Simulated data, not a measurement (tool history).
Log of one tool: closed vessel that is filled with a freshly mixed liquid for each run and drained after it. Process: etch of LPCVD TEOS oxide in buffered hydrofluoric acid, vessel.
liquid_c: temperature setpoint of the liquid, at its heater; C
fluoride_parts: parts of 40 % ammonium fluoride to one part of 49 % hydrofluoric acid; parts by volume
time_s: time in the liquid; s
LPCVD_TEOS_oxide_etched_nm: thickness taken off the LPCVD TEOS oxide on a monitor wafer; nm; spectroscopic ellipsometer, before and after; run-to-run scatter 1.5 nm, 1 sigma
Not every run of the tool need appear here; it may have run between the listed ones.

run  hour  liquid_c  fluoride_parts  time_s  LPCVD_TEOS_oxide_etched_nm
  1   0.0      22.0              13      95                      241.47
  2   8.8      20.5              13      95                      219.39
  3  12.9      20.5              13      95                      218.40
  4  19.4      19.5              13      95                      207.93
  5  27.3      19.0              13      95                      203.28
  6  33.7      18.5              13      95                      197.20

For run 7, what comes out?
  7  36.9      18.5              13      95                           ?

LPCVD_TEOS_oxide_etched_nm: 196.75 nm

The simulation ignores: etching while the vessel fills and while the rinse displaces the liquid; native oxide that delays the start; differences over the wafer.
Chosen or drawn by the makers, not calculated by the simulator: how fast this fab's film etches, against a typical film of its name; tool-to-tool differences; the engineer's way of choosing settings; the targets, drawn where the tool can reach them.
